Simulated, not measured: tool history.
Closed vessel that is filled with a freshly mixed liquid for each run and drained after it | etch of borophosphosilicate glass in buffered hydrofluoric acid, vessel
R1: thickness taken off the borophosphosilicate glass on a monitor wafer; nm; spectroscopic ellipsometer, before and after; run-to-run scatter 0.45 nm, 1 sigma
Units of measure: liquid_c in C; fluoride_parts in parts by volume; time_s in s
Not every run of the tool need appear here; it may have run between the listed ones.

{"run": 1, "hour": 0.0, "liquid_c": 24.0, "fluoride_parts": 24, "time_s": 105, "R1": 87.636}
{"run": 2, "hour": 1.2, "liquid_c": 20.5, "fluoride_parts": 24, "time_s": 105, "R1": 71.761}
{"run": 3, "hour": 3.6, "liquid_c": 23.5, "fluoride_parts": 24, "time_s": 105, "R1": 84.621}
{"run": 4, "hour": 9.7, "liquid_c": 27.0, "fluoride_parts": 24, "time_s": 105, "R1": 102.23}
{"run": 5, "hour": 13.8, "liquid_c": 28.5, "fluoride_parts": 24, "time_s": 105, "R1": 110.38}
{"run": 6, "hour": 15.2, "liquid_c": 28.5, "fluoride_parts": 30, "time_s": 105, "R1": 95.047}
{"run": 7, "hour": 19.2, "liquid_c": 29.5, "fluoride_parts": 29, "time_s": 105, "R1": 102.93}

Run 8, settings as shown, results not yet in. Your forecast:
{"run": 8, "hour": 23.3, "liquid_c": 30.5, "fluoride_parts": 28, "time_s": 105, "R1": "?"}

For run 8 the tool returned R1 111.600 nm.

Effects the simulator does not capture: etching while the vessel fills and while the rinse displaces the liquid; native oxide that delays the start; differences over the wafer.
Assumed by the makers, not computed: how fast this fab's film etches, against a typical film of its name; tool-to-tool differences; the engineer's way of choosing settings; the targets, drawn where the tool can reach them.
